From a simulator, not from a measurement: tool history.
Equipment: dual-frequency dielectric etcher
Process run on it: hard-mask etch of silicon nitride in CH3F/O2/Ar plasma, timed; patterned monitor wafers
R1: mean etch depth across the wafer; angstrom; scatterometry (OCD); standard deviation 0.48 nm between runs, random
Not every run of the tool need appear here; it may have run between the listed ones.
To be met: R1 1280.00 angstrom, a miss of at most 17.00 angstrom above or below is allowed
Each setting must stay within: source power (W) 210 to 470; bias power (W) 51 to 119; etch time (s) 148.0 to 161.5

run 1 hour=0.0 | source_power_(W)=340 bias_power_(W)=85 etch_time_(s)=161.5 | R1=1103.60
run 2 hour=8.9 | source_power_(W)=340 bias_power_(W)=72 etch_time_(s)=161.5 | R1=1006.40
run 3 hour=17.0 | source_power_(W)=340 bias_power_(W)=72 etch_time_(s)=161.5 | R1=999.31
run 4 hour=24.5 | source_power_(W)=340 bias_power_(W)=72 etch_time_(s)=148.0 | R1=922.99
run 5 hour=26.9 | source_power_(W)=360 bias_power_(W)=76 etch_time_(s)=148.0 | R1=972.29
run 6 hour=29.8 | source_power_(W)=360 bias_power_(W)=76 etch_time_(s)=161.5 | R1=1057.10
run 7 hour=33.6 | source_power_(W)=380 bias_power_(W)=77 etch_time_(s)=161.5 | R1=1094.70
run 8 hour=40.1 | source_power_(W)=380 bias_power_(W)=77 etch_time_(s)=161.5 | R1=1096.90
run 9 hour=48.8 | source_power_(W)=390 bias_power_(W)=78 etch_time_(s)=161.5 | R1=1106.80
run 10 hour=50.3 | source_power_(W)=400 bias_power_(W)=79 etch_time_(s)=161.5 | R1=1133.40
run 11 hour=54.7 | source_power_(W)=410 bias_power_(W)=80 etch_time_(s)=161.5 | R1=1151.60
run 12 hour=58.4 | source_power_(W)=420 bias_power_(W)=81 etch_time_(s)=161.5 | R1=1170.70
run 13 hour=59.3 | source_power_(W)=470 bias_power_(W)=91 etch_time_(s)=161.5 | R1=1305.40

Next run, 4 choices. One meets every target within its allowed miss, the rest don't. Which?
run A hour=60.2 | source_power_(W)=470 bias_power_(W)=109 etch_time_(s)=149.0 | R1=?
run B hour=60.2 | source_power_(W)=470 bias_power_(W)=92 etch_time_(s)=161.5 | R1=?
run C hour=60.2 | source_power_(W)=470 bias_power_(W)=99 etch_time_(s)=156.5 | R1=?
run D hour=60.2 | source_power_(W)=470 bias_power_(W)=92 etch_time_(s)=157.5 | R1=?

move=A R1=1324.90
move=B R1=1312.70
move=C R1=1322.90
move=D R1=1280.20
A: its largest miss is bigger than the last run's
B: its largest miss is bigger than the last run's
C: its largest miss is bigger than the last run's
D: meets every target
Answer: D
